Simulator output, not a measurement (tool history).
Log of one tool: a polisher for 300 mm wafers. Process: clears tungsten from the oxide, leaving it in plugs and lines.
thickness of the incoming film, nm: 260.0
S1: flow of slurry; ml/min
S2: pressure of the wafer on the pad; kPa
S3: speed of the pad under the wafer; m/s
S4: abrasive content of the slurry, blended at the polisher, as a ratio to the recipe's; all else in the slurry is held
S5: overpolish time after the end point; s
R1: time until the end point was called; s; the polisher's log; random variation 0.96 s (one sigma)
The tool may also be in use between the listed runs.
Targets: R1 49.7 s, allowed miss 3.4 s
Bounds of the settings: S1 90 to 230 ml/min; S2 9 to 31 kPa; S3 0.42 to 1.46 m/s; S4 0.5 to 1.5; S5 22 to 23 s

| run | day | S1 | S2 | S3 | S4 | S5 | R1 |
|---|---|---|---|---|---|---|---|
| 1 | 0 | 150 | 20 | 0.94 | 1 | 22 | 86.266 |
| 2 | 0.329 | 150 | 21.4 | 0.96 | 1 | 22 | 80.81 |
| 3 | 0.629 | 150 | 21.4 | 0.96 | 1 | 23 | 77.94 |
| 4 | 0.775 | 150 | 21.4 | 0.96 | 0.95 | 23 | 79.525 |
| 5 | 0.892 | 170 | 21.4 | 0.96 | 0.95 | 23 | 75.18 |
| 6 | 1.221 | 150 | 21.4 | 0.96 | 0.95 | 23 | 80.239 |
| 7 | 1.404 | 155 | 22.8 | 0.96 | 0.95 | 23 | 74.978 |
| 8 | 1.692 | 160 | 24.1 | 0.98 | 0.95 | 23 | 69.425 |
| 9 | 1.896 | 160 | 25.5 | 1 | 0.95 | 23 | 64.74 |
| 10 | 1.929 | 160 | 26.2 | 1 | 0.95 | 23 | 64.673 |
| 11 | 2.208 | 165 | 26.9 | 1.02 | 0.95 | 23 | 59.135 |
| 12 | 2.342 | 170 | 27.6 | 1.02 | 0.95 | 23 | 55.997 |
| 13 | 2.642 | 175 | 27.6 | 1.02 | 0.95 | 23 | 56.97 |
| 14 | 2.742 | 175 | 28.3 | 1.02 | 0.95 | 23 | 54.85 |
| 15 | 3.1 | 180 | 29 | 1.02 | 0.95 | 23 | 53.931 |

Which of these 5 next moves meets every target?
| A | 3.458 | 180 | 25.5 | 1 | 1 | 23 | ? |
| B | 3.458 | 190 | 26.2 | 1.02 | 0.95 | 23 | ? |
| C | 3.458 | 120 | 28.3 | 1.24 | 0.95 | 22 | ? |
| D | 3.458 | 160 | 26.2 | 0.98 | 1.15 | 23 | ? |
| E | 3.458 | 190 | 31 | 1.22 | 0.85 | 22 | ? |

| move | R1 |
|---|---|
| A | 61.658 |
| B | 59.042 |
| C | 49.385 |
| D | 60.735 |
| E | 42.928 |
A: further off than the last run
B: further off than the last run
C: meets every target
D: further off than the last run
E: takes the result that was furthest off past its target
Move C is the one to make.

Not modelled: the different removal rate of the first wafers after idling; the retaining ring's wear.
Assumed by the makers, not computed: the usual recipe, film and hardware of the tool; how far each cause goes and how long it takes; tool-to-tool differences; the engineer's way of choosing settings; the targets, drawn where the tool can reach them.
